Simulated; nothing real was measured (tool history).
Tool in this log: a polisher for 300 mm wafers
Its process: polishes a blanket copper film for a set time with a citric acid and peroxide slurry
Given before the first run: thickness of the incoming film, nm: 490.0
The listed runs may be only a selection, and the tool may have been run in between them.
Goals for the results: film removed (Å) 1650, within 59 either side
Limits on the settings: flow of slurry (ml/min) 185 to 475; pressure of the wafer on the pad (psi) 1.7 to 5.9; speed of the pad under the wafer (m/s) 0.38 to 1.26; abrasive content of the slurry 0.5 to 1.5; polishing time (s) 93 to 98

run	hour	flow of slurry (ml/min)	pressure of the wafer on the pad (psi)	speed of the pad under the wafer (m/s)	abrasive content of the slurry	polishing time (s)	film removed (Å)
1	0	305	3.8	0.82	1	93	2371
2	2.8	305	3.6	0.82	1	93	2275.5
3	9.9	265	3.6	0.82	1	93	2221.9
4	17.9	265	3.4	0.82	1	93	2120.9
5	26.4	265	3.3	0.82	1	93	2139.2
6	34.5	265	3.3	0.82	1	93	2075.5
7	43.2	265	3.2	0.82	1	93	2030
8	49.7	265	3.1	0.82	1	93	2022.5
9	57.1	265	3	0.82	1	93	1943.7
10	63.2	265	2.9	0.82	1	93	1906.6
11	65.7	265	2.8	0.82	1	93	1800.2
12	70.1	265	2.6	0.82	1	93	1747.5

Of the 5 settings listed for the next run, only one would bring every result within its allowed miss of target. Which one?
A	74.5	270	2.9	0.68	0.95	93	?
B	74.5	240	2.9	0.64	1.15	93	?
C	74.5	305	2.5	0.74	0.8	98	?
D	74.5	250	2.9	0.7	0.9	98	?
E	74.5	305	2.7	0.68	0.95	93	?

move	film removed (Å)
A	1547.9
B	1493.3
C	1551.7
D	1645.6
E	1484.5
A: carries the result that was furthest off beyond its target, to the other side
B: carries the result that was furthest off beyond its target, to the other side
C: carries the result that was furthest off beyond its target, to the other side
D: in spec on every target
E: carries the result that was furthest off beyond its target, to the other side
D meets every target.

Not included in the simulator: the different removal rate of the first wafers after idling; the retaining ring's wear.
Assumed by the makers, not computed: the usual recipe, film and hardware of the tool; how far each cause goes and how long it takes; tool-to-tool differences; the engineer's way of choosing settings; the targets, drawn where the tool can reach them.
